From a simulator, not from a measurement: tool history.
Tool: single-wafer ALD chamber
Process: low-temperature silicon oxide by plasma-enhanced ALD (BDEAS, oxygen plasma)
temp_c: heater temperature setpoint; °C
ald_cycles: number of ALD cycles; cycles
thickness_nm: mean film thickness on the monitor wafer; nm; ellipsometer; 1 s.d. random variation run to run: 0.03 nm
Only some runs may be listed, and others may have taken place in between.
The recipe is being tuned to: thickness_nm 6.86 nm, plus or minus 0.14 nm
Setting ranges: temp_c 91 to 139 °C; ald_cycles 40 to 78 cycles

run    day  temp_c  ald_cycles  thickness_nm
  1      0     115          59        7.5554
  2  0.154     115          64        8.2601
  3  0.517     116          61        7.7824
  4  0.775     108          61        7.8439
  5  1.117     108          59        7.7197
  6  1.438     111          57        7.4059
  7    1.7     114          52        6.6656
  8  1.754     114          52        6.7556

Which one of the following 5 next-run settings gets every result inside its allowed miss? There is exactly one.
  A  1.808     121          52             ?
  B  1.808     106          53             ?
  C  1.808     124          51             ?
  D  1.808     116          50             ?
  E  1.808     117          51             ?

move  thickness_nm
   A        6.6484
   B        6.9477
   C        6.4875
   D        6.4466
   E        6.5645
A: further off than the last run
B: all results land within tolerance of their targets
C: further off than the last run
D: further off than the last run
E: further off than the last run
So the answer is move B, the one that meets all the targets.
